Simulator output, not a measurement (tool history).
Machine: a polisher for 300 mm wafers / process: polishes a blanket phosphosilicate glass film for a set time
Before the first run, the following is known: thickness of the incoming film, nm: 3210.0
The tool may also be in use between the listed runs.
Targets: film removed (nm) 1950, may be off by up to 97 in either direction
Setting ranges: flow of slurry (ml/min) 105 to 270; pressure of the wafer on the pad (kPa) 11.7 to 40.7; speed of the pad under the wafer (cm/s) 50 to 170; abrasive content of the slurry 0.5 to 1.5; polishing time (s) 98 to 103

| run | hour | flow of slurry (ml/min) | pressure of the wafer on the pad (kPa) | speed of the pad under the wafer (cm/s) | abrasive content of the slurry | polishing time (s) | film removed (nm) |
|---|---|---|---|---|---|---|---|
| 1 | 0 | 175 | 26.2 | 110 | 1 | 98 | 1142.6 |
| 2 | 6.2 | 175 | 29 | 112 | 1 | 98 | 1327.1 |
| 3 | 8.8 | 175 | 31 | 112 | 1 | 98 | 1421.8 |
| 4 | 12.4 | 175 | 32.4 | 112 | 1 | 98 | 1473.1 |
| 5 | 13.9 | 175 | 33.8 | 112 | 1 | 98 | 1519.9 |
| 6 | 17 | 175 | 35.9 | 112 | 1 | 98 | 1584.6 |
| 7 | 22.9 | 175 | 37.2 | 114 | 1 | 98 | 1711.6 |
| 8 | 27.8 | 175 | 37.9 | 114 | 1 | 98 | 1743.4 |
| 9 | 28.7 | 175 | 38.6 | 114 | 1 | 98 | 1757.1 |
| 10 | 34.8 | 175 | 39.3 | 116 | 1 | 98 | 1813.8 |

Below are 5 possible settings for the next run. Only one of them brings all results inside the allowed miss of their targets. Which is it?
| A | 40.9 | 200 | 40.7 | 136 | 0.9 | 103 | ? |
| B | 40.9 | 240 | 39.3 | 120 | 1.05 | 98 | ? |
| C | 40.9 | 200 | 40.7 | 140 | 0.8 | 103 | ? |
| D | 40.9 | 200 | 40 | 136 | 1 | 103 | ? |
| E | 40.9 | 110 | 37.9 | 108 | 1 | 103 | ? |

| move | film removed (nm) |
|---|---|
| A | 2137.6 |
| B | 1953.1 |
| C | 2063.2 |
| D | 2208.7 |
| E | 1571.9 |
A: takes the result that was furthest off past its target
B: each result inside its tolerance
C: takes the result that was furthest off past its target
D: takes the result that was furthest off past its target
E: lands further from the targets than the last run did
Answer: B

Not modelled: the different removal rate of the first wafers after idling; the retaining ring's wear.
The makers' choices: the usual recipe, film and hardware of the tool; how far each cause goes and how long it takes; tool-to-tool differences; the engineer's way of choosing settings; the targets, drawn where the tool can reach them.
